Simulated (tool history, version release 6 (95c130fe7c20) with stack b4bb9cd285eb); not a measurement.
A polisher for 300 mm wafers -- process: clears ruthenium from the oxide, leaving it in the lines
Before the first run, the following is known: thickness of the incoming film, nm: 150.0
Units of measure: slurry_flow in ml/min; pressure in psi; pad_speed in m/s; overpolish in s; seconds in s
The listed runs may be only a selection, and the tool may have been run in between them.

run,hour,slurry_flow,pressure,pad_speed,overpolish,seconds
1,0,280,2,0.98,3,144.25
2,4.3,280,2.3,0.98,3,126.14
3,12.1,280,2.1,0.96,3,140.94
4,17.4,280,2.1,0.96,3,141.79
5,26.5,280,2.1,1.18,3,115.94
6,27.7,325,2.1,1.18,3,114.22
7,31.4,320,1.5,0.92,3,202.68
8,38.6,320,1.4,0.92,3,213.17

What will run 9 give?
9,45.3,320,1.4,0.92,3,?

{"run 9": {"seconds": 217.05}}

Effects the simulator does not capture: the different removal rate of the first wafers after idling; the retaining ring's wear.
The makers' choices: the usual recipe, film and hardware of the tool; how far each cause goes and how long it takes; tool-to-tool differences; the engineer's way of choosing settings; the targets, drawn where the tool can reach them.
